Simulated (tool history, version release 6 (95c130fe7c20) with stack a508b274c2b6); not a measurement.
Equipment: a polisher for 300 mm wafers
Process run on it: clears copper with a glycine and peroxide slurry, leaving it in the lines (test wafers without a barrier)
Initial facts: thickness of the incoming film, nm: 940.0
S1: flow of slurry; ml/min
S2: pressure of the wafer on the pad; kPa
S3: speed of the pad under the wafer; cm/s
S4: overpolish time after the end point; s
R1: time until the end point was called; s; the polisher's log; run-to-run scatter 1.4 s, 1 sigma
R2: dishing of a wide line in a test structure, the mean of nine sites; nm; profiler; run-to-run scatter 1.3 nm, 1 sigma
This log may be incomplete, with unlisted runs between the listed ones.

run,day,S1,S2,S3,S4,R1,R2
1,0.000,160,24.1,86,23,156.77,76.736
2,0.208,160,21.4,86,23,176.39,70.276
3,0.312,160,21.4,70,23,204.60,64.464
4,0.642,160,24.1,70,25,187.42,73.301
5,0.721,160,24.1,82,25,164.65,77.653
6,0.992,160,20.0,82,25,188.85,70.719
7,1.075,160,22.8,82,27,171.05,80.229
8,1.204,165,24.8,82,28,162.80,83.405

Run 9, settings as shown, results not yet in. Your forecast:
9,1.475,165,26.2,82,29,?,?

{"run 9": {"R1": 151.09, "R2": 87.949}}
